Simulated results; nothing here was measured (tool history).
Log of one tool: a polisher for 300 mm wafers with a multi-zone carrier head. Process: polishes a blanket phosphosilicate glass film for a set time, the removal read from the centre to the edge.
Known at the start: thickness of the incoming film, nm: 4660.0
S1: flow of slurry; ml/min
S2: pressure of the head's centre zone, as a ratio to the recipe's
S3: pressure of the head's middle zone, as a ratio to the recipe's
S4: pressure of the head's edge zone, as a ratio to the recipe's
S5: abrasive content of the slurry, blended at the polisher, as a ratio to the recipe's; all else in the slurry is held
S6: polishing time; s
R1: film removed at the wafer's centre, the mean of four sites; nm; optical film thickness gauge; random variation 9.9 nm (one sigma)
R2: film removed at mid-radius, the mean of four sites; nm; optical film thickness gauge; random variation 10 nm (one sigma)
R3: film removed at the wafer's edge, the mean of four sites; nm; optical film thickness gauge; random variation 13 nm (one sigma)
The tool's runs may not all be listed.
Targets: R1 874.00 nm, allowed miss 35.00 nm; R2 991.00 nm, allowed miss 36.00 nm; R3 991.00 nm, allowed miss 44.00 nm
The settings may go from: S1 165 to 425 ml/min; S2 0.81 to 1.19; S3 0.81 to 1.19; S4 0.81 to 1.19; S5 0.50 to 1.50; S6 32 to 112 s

run 1 hour=0.0 | S1=275 S2=1.00 S3=1.00 S4=1.00 S5=1.00 S6=72 | R1=621.37 R2=632.42 R3=668.72
run 2 hour=3.7 | S1=275 S2=1.00 S3=1.00 S4=1.00 S5=1.15 S6=72 | R1=654.92 R2=647.43 R3=694.58
run 3 hour=8.7 | S1=275 S2=1.00 S3=1.00 S4=0.97 S5=1.15 S6=72 | R1=653.77 R2=653.45 R3=683.68
run 4 hour=16.4 | S1=320 S2=1.00 S3=1.00 S4=0.97 S5=1.15 S6=72 | R1=659.76 R2=672.59 R3=684.86
run 5 hour=24.4 | S1=320 S2=0.99 S3=1.02 S4=0.99 S5=1.20 S6=74 | R1=682.10 R2=681.61 R3=707.51
run 6 hour=26.4 | S1=320 S2=0.96 S3=1.03 S4=0.98 S5=1.25 S6=79 | R1=711.97 R2=752.27 R3=777.05
run 7 hour=30.8 | S1=320 S2=0.95 S3=1.04 S4=0.98 S5=1.30 S6=81 | R1=734.00 R2=795.93 R3=792.65
run 8 hour=31.8 | S1=315 S2=0.94 S3=1.05 S4=0.99 S5=1.35 S6=83 | R1=740.59 R2=817.14 R3=840.04
run 9 hour=37.3 | S1=310 S2=0.94 S3=1.06 S4=0.99 S5=1.40 S6=85 | R1=770.70 R2=847.43 R3=878.38
run 10 hour=43.2 | S1=310 S2=0.94 S3=1.07 S4=0.99 S5=1.40 S6=86 | R1=791.98 R2=858.07 R3=856.71
run 11 hour=50.5 | S1=315 S2=0.93 S3=1.07 S4=0.99 S5=1.40 S6=87 | R1=781.37 R2=884.48 R3=876.53
run 12 hour=59.5 | S1=315 S2=0.93 S3=1.07 S4=1.00 S5=1.40 S6=88 | R1=784.14 R2=895.01 R3=903.85
run 13 hour=62.4 | S1=315 S2=0.94 S3=1.08 S4=1.01 S5=1.40 S6=89 | R1=806.85 R2=897.98 R3=937.15
run 14 hour=63.2 | S1=320 S2=0.94 S3=1.09 S4=1.01 S5=1.40 S6=90 | R1=801.40 R2=922.21 R3=924.93
run 15 hour=64.8 | S1=320 S2=0.94 S3=1.09 S4=1.01 S5=1.40 S6=91 | R1=809.26 R2=942.18 R3=950.48
run 16 hour=65.7 | S1=325 S2=0.95 S3=1.09 S4=1.01 S5=1.40 S6=91 | R1=828.36 R2=921.04 R3=915.54
run 17 hour=72.1 | S1=325 S2=0.95 S3=1.09 S4=1.01 S5=1.40 S6=92 | R1=839.27 R2=939.54 R3=949.02

4 next moves are on the table. One of them brings every result within its allowed miss. Which?
run A hour=78.5 | S1=240 S2=1.02 S3=0.90 S4=1.10 S5=1.50 S6=93 | R1=? R2=? R3=?
run B hour=78.5 | S1=390 S2=0.98 S3=1.19 S4=1.06 S5=1.10 S6=89 | R1=? R2=? R3=?
run C hour=78.5 | S1=365 S2=0.98 S3=1.18 S4=1.07 S5=1.35 S6=93 | R1=? R2=? R3=?
run D hour=78.5 | S1=300 S2=0.98 S3=0.98 S4=1.07 S5=1.30 S6=95 | R1=? R2=? R3=?

move=A R1=918.74 R2=855.42 R3=1000.10
move=B R1=806.65 R2=909.38 R3=881.48
move=C R1=888.79 R2=997.43 R3=977.52
move=D R1=884.05 R2=894.35 R3=979.43
A: further off than the last run
B: further off than the last run
C: meets every target
D: further off than the last run
Move C is the one to make.
